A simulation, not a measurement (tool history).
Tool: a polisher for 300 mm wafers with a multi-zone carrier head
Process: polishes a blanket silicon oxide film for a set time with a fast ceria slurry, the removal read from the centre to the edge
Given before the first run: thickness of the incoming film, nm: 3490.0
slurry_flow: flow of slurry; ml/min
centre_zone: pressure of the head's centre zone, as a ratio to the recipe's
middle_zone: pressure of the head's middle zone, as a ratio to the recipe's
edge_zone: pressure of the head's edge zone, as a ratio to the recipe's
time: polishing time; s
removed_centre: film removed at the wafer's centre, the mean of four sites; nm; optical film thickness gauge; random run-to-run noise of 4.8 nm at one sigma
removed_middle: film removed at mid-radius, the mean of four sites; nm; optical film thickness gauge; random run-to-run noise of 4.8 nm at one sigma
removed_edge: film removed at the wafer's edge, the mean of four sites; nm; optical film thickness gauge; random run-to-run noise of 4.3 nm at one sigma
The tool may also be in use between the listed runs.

| run | hour | slurry_flow | centre_zone | middle_zone | edge_zone | time | removed_centre | removed_middle | removed_edge |
|---|---|---|---|---|---|---|---|---|---|
| 1 | 0 | 215 | 1 | 1 | 1 | 71 | 692.64 | 677.13 | 693.37 |
| 2 | 5.7 | 215 | 1 | 1.04 | 1 | 71 | 689.27 | 697.8 | 686.88 |
| 3 | 7.6 | 185 | 1.03 | 1.06 | 0.94 | 58 | 565.5 | 575.66 | 538.49 |
| 4 | 14.6 | 180 | 1.06 | 1.07 | 0.9 | 49 | 494.41 | 485.98 | 452.15 |
| 5 | 17.9 | 180 | 1.06 | 1.14 | 0.9 | 49 | 483.76 | 513.56 | 444.46 |
| 6 | 21.3 | 155 | 1.06 | 1.14 | 0.9 | 49 | 459.99 | 495.27 | 447.08 |

What will run 7 give?
| 7 | 28.7 | 155 | 1.06 | 1.14 | 0.9 | 49 | ? | ? | ? |

Run 7 came out at removed_centre 472.14 nm, removed_middle 499.69 nm, removed_edge 442.4 nm.
